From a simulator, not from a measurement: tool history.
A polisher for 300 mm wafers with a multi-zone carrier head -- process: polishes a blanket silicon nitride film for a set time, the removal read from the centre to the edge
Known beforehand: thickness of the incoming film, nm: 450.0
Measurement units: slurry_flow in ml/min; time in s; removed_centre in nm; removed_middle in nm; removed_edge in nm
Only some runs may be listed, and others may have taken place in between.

Run 1, hour 0.0: slurry_flow 295 ml/min, centre_zone 1.00, middle_zone 1.00, edge_zone 1.00, time 45 s. Result: removed_centre 66.358 nm, removed_middle 67.728 nm, removed_edge 70.018 nm.
Run 2, hour 4.1: slurry_flow 295 ml/min, centre_zone 1.01, middle_zone 0.99, edge_zone 0.97, time 42 s. Result: removed_centre 63.978 nm, removed_middle 63.368 nm, removed_edge 65.126 nm.
Run 3, hour 10.1: slurry_flow 295 ml/min, centre_zone 1.01, middle_zone 0.98, edge_zone 0.95, time 39 s. Result: removed_centre 57.644 nm, removed_middle 57.126 nm, removed_edge 60.432 nm.
Run 4, hour 17.6: slurry_flow 295 ml/min, centre_zone 1.01, middle_zone 0.92, edge_zone 0.95, time 39 s. Result: removed_centre 58.352 nm, removed_middle 54.802 nm, removed_edge 61.637 nm.
At hour 25.3: edge zone pressure recalibrated.
Run 5, hour 25.3: slurry_flow 295 ml/min, centre_zone 0.98, middle_zone 0.92, edge_zone 0.95, time 39 s. Result: removed_centre 56.585 nm, removed_middle 54.446 nm, removed_edge 58.067 nm.
Run 6, hour 33.8: slurry_flow 300 ml/min, centre_zone 0.96, middle_zone 0.90, edge_zone 0.92, time 38 s. Result: removed_centre 54.633 nm, removed_middle 52.734 nm, removed_edge 54.039 nm.
Run 7, hour 34.7: slurry_flow 295 ml/min, centre_zone 0.95, middle_zone 0.88, edge_zone 0.91, time 37 s. Result: removed_centre 52.759 nm, removed_middle 50.573 nm, removed_edge 55.234 nm.
Run 8, hour 41.1: slurry_flow 325 ml/min, centre_zone 0.95, middle_zone 0.87, edge_zone 0.89, time 36 s. Result: removed_centre 52.237 nm, removed_middle 48.895 nm, removed_edge 51.688 nm.
Run 9, hour 45.0: slurry_flow 330 ml/min, centre_zone 0.94, middle_zone 0.86, edge_zone 0.88, time 35 s. Result: removed_centre 49.383 nm, removed_middle 47.269 nm, removed_edge 51.390 nm.

Estimate the outcome of run 10 from the log above:
Run 10, hour 47.7: slurry_flow 300 ml/min, centre_zone 0.95, middle_zone 0.87, edge_zone 0.87, time 34 s. Result: removed_centre ?, removed_middle ?, removed_edge ?.

For run 10 the tool returned removed_centre 48.317 nm, removed_middle 46.409 nm, removed_edge 48.236 nm.
